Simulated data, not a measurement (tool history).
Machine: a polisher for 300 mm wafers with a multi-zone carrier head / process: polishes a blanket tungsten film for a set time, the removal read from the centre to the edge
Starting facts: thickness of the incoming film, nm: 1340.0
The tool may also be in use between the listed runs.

run,hour,flow of slurry (ml/min),pressure of the head's centre zone,pressure of the head's middle zone,pressure of the head's edge zone,abrasive content of the slurry,polishing time (s),film removed at the wafer's centre (angstrom),film removed at mid-radius (angstrom),film removed at the wafer's edge (angstrom)
1,0.0,295,1.00,1.00,1.00,1.00,59,4984.5,4857.0,4919.7
2,2.1,295,1.04,1.00,1.00,1.00,59,5143.9,4792.2,4840.6
3,8.4,295,1.03,1.01,0.99,0.95,59,4885.5,4718.1,4869.0
4,11.1,295,1.03,1.01,0.99,0.75,59,4592.7,4575.5,4708.3
5,14.4,295,1.03,0.94,0.99,0.75,59,4666.3,4335.9,4667.8
6,20.0,300,1.03,0.96,0.97,0.75,58,4653.2,4287.7,4435.3
# hour 24.4: slurry nozzle cleaned
7,24.4,300,1.02,0.98,0.96,0.75,58,4835.8,4526.9,4757.9
8,29.7,300,1.04,1.00,0.97,0.80,57,4964.6,4677.4,4639.3
9,30.3,300,1.04,1.02,0.97,0.75,56,4872.7,4482.8,4452.4

What does the tool deliver on the next run?
10,32.1,300,1.03,1.04,0.96,0.75,55,?,?,?

{"run 10": {"film removed at the wafer's centre (angstrom)": 4833.0, "film removed at mid-radius (angstrom)": 4554.6, "film removed at the wafer's edge (angstrom)": 4391.6}}
